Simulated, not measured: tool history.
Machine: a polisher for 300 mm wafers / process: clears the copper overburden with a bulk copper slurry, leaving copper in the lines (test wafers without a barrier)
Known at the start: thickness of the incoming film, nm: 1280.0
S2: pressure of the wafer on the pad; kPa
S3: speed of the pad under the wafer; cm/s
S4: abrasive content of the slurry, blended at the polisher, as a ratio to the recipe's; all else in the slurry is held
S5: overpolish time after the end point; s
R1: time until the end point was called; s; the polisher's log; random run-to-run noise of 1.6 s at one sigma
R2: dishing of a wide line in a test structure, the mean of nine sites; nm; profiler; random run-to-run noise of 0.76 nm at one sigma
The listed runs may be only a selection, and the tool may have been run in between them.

run 1 day=0 | flow_of_slurry_(ml/min)=130 S2=23.4 S3=98 S4=1 S5=22 | R1=128.66 R2=78.436
run 2 day=0.058 | flow_of_slurry_(ml/min)=130 S2=22.8 S3=98 S4=1 S5=22 | R1=130.9 R2=79.927
run 3 day=0.208 | flow_of_slurry_(ml/min)=130 S2=22.8 S3=98 S4=1 S5=18 | R1=131.82 R2=74.788
run 4 day=0.375 | flow_of_slurry_(ml/min)=130 S2=22.1 S3=98 S4=1 S5=18 | R1=136 R2=71.953
run 5 day=0.508 | flow_of_slurry_(ml/min)=125 S2=21.4 S3=98 S4=1 S5=18 | R1=140.21 R2=69.956
run 6 day=0.683 | flow_of_slurry_(ml/min)=125 S2=21.4 S3=74 S4=1 S5=18 | R1=184.05 R2=61.798
run 7 day=0.833 | flow_of_slurry_(ml/min)=130 S2=21.4 S3=74 S4=1 S5=18 | R1=185.62 R2=62.324

Run 8, settings as shown, results not yet in. Your forecast:
run 8 day=1.167 | flow_of_slurry_(ml/min)=130 S2=22.1 S3=74 S4=1 S5=18 | R1=? R2=?

{"run 8": {"R1": 177.36, "R2": 62.8}}

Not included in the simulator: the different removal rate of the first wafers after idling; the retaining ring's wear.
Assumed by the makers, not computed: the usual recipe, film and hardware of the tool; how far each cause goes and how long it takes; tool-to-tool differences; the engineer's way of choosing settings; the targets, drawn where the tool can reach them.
